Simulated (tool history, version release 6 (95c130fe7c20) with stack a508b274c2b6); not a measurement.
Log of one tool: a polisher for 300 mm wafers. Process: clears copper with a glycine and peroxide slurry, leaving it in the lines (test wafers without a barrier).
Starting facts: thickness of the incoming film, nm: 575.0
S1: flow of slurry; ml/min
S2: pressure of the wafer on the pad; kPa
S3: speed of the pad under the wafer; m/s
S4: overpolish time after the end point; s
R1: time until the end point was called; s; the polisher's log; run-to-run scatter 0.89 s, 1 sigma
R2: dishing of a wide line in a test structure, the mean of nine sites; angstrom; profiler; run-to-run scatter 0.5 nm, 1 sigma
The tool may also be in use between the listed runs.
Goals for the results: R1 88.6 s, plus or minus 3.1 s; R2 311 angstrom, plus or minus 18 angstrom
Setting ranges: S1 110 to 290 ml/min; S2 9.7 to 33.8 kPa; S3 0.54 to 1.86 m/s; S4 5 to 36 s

run  hour   S1    S2    S3  S4      R1      R2
  1     0  185  21.4  1.18  18  101.83  508.43
  2   6.1  185  21.4  0.92  18  125.68  444.41
  3   9.7  185  17.2  0.92  18  144.43  401.51
  4  12.4  185    20  0.92  18  131.72  437.86
     15.4  -- head pressure recalibrated
  5  15.4  185    20  0.64  18  167.51  376.81
  6  15.9  175  22.1  0.74  15  142.35  358.08
  7  21.9  175  28.3   0.8   6  109.62  202.24
  8  30.6  185  31.7  0.94  14  89.131  497.91
  9  35.6  185    31  0.96  13  87.939  452.68

Consider the 5 candidate settings below. Which is the only one whose results all fall within their allowed miss of target?
  A  40.6  160  32.4  0.94  20   ?   ?
  B  40.6  110  27.6   1.1  10   ?   ?
  C  40.6  210    31  0.94   8   ?   ?
  D  40.6  185    31   0.9  15   ?   ?
  E  40.6  205    31  0.96  27   ?   ?

move      R1      R2
   A  90.474  612.03
   B  94.357  357.28
   C  90.342  310.33
   D  95.254  486.82
   E  88.946  730.82
A: moves away from the targets compared with the last run
B: closer than the last run, but not yet in spec
C: in spec on every target
D: moves away from the targets compared with the last run
E: moves away from the targets compared with the last run
C is the move that brings every result within its allowed miss.
